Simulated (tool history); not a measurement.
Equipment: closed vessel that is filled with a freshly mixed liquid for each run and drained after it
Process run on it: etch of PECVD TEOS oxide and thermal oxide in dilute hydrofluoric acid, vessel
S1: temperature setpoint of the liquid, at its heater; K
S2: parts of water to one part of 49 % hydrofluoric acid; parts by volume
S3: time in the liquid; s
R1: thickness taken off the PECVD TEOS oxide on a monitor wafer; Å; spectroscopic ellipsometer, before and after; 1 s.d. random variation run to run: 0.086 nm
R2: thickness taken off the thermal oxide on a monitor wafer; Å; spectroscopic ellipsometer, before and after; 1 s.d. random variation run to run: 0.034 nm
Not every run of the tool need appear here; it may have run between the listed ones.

Run 1, hour 0.0: S1 297.15 K, S2 135 parts by volume, S3 60 s. Result: R1 73.848 Å, R2 20.574 Å.
Run 2, hour 8.7: S1 297.15 K, S2 150 parts by volume, S3 60 s. Result: R1 63.293 Å, R2 18.561 Å.
Run 3, hour 14.0: S1 297.15 K, S2 150 parts by volume, S3 80 s. Result: R1 85.187 Å, R2 24.016 Å.
Run 4, hour 17.9: S1 297.65 K, S2 150 parts by volume, S3 80 s. Result: R1 87.021 Å, R2 24.492 Å.
Run 5, hour 22.0: S1 297.65 K, S2 150 parts by volume, S3 70 s. Result: R1 76.005 Å, R2 22.313 Å.
Run 6, hour 26.0: S1 297.65 K, S2 145 parts by volume, S3 70 s. Result: R1 79.156 Å, R2 22.016 Å.
Run 7, hour 28.7: S1 297.65 K, S2 140 parts by volume, S3 70 s. Result: R1 82.140 Å, R2 23.233 Å.

For run 8, what comes out?
Run 8, hour 31.0: S1 298.65 K, S2 140 parts by volume, S3 70 s. Result: R1 ?, R2 ?.

{"run 8": {"R1": 85.143, "R2": 24.626}}

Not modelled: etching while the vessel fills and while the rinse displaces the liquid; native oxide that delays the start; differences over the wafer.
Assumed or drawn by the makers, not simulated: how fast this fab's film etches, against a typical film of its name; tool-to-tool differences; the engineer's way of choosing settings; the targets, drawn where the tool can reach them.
